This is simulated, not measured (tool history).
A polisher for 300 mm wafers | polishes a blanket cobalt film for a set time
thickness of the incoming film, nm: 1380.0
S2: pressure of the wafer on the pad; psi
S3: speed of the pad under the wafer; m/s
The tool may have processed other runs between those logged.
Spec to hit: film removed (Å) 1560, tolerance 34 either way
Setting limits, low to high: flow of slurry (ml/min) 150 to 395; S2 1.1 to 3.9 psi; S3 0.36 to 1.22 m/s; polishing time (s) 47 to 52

Run 1, day 0: flow of slurry (ml/min) 250, S2 2.5 psi, S3 0.78 m/s, polishing time (s) 52. Result: film removed (Å) 2387.8.
Run 2, day 0.212: flow of slurry (ml/min) 280, S2 2.5 psi, S3 0.78 m/s, polishing time (s) 52. Result: film removed (Å) 2367.7.
Run 3, day 0.379: flow of slurry (ml/min) 280, S2 3 psi, S3 0.78 m/s, polishing time (s) 52. Result: film removed (Å) 2767.8.
Run 4, day 0.658: flow of slurry (ml/min) 280, S2 2.7 psi, S3 0.78 m/s, polishing time (s) 52. Result: film removed (Å) 2568.1.
Run 5, day 0.842: flow of slurry (ml/min) 280, S2 2.7 psi, S3 0.9 m/s, polishing time (s) 52. Result: film removed (Å) 2869.7.
Run 6, day 1.092: flow of slurry (ml/min) 280, S2 2.4 psi, S3 0.88 m/s, polishing time (s) 52. Result: film removed (Å) 2532.9.
At day 1.408: worn pad replaced by a new one.
Run 7, day 1.408: flow of slurry (ml/min) 280, S2 2.2 psi, S3 0.88 m/s, polishing time (s) 52. Result: film removed (Å) 2622.7.
Run 8, day 1.638: flow of slurry (ml/min) 270, S2 2 psi, S3 0.84 m/s, polishing time (s) 52. Result: film removed (Å) 2337.1.

Consider the 5 candidate settings below. Which is the only one whose results all fall within their allowed miss of target?
Run A, day 1.867: flow of slurry (ml/min) 250, S2 1.7 psi, S3 0.68 m/s, polishing time (s) 47. Result: film removed (Å) ?.
Run B, day 1.867: flow of slurry (ml/min) 245, S2 2.9 psi, S3 0.54 m/s, polishing time (s) 47. Result: film removed (Å) ?.
Run C, day 1.867: flow of slurry (ml/min) 220, S2 1.8 psi, S3 0.66 m/s, polishing time (s) 51. Result: film removed (Å) ?.
Run D, day 1.867: flow of slurry (ml/min) 395, S2 1.7 psi, S3 0.74 m/s, polishing time (s) 51. Result: film removed (Å) ?.
Run E, day 1.867: flow of slurry (ml/min) 295, S2 1.5 psi, S3 0.52 m/s, polishing time (s) 47. Result: film removed (Å) ?.

move  film removed (Å)
   A            1558.8
   B            2082.5
   C            1713.6
   D            1865.1
   E            1185.9
A: all results in spec
B: nearer the targets than the last run, but a result is still out of spec
C: nearer the targets than the last run, but a result is still out of spec
D: nearer the targets than the last run, but a result is still out of spec
E: takes the result that was furthest off past its target
Correct choice: A, which meets every target
